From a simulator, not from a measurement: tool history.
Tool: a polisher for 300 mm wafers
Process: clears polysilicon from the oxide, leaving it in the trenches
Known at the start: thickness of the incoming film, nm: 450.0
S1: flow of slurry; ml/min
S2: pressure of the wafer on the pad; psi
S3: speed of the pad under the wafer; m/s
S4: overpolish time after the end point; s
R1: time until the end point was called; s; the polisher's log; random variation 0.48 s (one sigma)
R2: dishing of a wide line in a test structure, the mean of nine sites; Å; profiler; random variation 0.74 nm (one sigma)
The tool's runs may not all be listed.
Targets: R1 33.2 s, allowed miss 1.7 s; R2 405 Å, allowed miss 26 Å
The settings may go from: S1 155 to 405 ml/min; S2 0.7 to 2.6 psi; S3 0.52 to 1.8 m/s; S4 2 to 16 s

Run 1, hour 0: S1 260 ml/min, S2 1.6 psi, S3 1.16 m/s, S4 8 s. Result: R1 41.001 s, R2 408.12 Å.
Run 2, hour 8.4: S1 260 ml/min, S2 1.6 psi, S3 1.42 m/s, S4 8 s. Result: R1 33.987 s, R2 446.19 Å.
Run 3, hour 16.8: S1 295 ml/min, S2 1.6 psi, S3 1.42 m/s, S4 8 s. Result: R1 34.393 s, R2 459.43 Å.
Run 4, hour 20.9: S1 295 ml/min, S2 1.6 psi, S3 1.64 m/s, S4 8 s. Result: R1 29.759 s, R2 463.16 Å.
Run 5, hour 21.9: S1 295 ml/min, S2 1.5 psi, S3 1.64 m/s, S4 7 s. Result: R1 31.072 s, R2 445.78 Å.
Run 6, hour 23.8: S1 295 ml/min, S2 1.5 psi, S3 1.64 m/s, S4 9 s. Result: R1 31.401 s, R2 463.17 Å.
Run 7, hour 28.3: S1 295 ml/min, S2 1.5 psi, S3 1.64 m/s, S4 9 s. Result: R1 31.71 s, R2 447.14 Å.
Run 8, hour 34.3: S1 285 ml/min, S2 1.4 psi, S3 1.66 m/s, S4 8 s. Result: R1 33.746 s, R2 441.18 Å.

Which of these 5 next moves meets every target?
Run A, hour 40.3: S1 275 ml/min, S2 1.5 psi, S3 1.72 m/s, S4 9 s. Result: R1 ?, R2 ?.
Run B, hour 40.3: S1 335 ml/min, S2 1.7 psi, S3 1.36 m/s, S4 6 s. Result: R1 ?, R2 ?.
Run C, hour 40.3: S1 260 ml/min, S2 1.6 psi, S3 1.72 m/s, S4 5 s. Result: R1 ?, R2 ?.
Run D, hour 40.3: S1 300 ml/min, S2 1.4 psi, S3 1.46 m/s, S4 7 s. Result: R1 ?, R2 ?.
Run E, hour 40.3: S1 210 ml/min, S2 1.2 psi, S3 1.7 m/s, S4 7 s. Result: R1 ?, R2 ?.

move      R1      R2
   A   29.61     456
   B  32.467  392.09
   C  28.004  386.56
   D  36.806  396.61
   E  38.153  390.93
A: further off than the last run
B: meets every target
C: brings the result that was furthest off to its target, and leaves another outside
D: brings the result that was furthest off to its target, and leaves another outside
E: brings the result that was furthest off to its target, and leaves another outside
Move B is the one to make.
